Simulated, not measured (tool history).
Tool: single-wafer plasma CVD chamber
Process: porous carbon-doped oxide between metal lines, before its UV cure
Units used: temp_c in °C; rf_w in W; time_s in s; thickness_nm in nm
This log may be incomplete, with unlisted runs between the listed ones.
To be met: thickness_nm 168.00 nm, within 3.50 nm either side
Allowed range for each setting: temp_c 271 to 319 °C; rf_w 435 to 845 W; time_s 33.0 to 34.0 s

run,hour,temp_c,rf_w,time_s,thickness_nm
1,0.0,295,640,33.0,201.37
2,2.9,295,715,33.0,220.94
3,9.0,302,670,33.0,202.83
4,15.8,306,635,33.0,189.26
5,24.7,297,635,33.0,195.66
6,30.3,297,635,34.0,205.82
7,34.8,302,600,33.9,188.81
8,36.2,306,585,33.9,181.95
9,37.3,309,575,33.9,177.32

Which single option among these 4 for the next run brings every result within its allowed miss of target? Just one does.
A,38.4,309,625,34.0,?
B,38.4,305,640,34.0,?
C,38.4,310,540,33.0,?
D,38.4,314,560,33.7,?

move,thickness_nm
A,188.88
B,196.43
C,160.98
D,166.52
A: the biggest miss grows against the last run
B: the biggest miss grows against the last run
C: takes the result that was furthest off past its target
D: hits every target within its allowed miss
The right move is D.
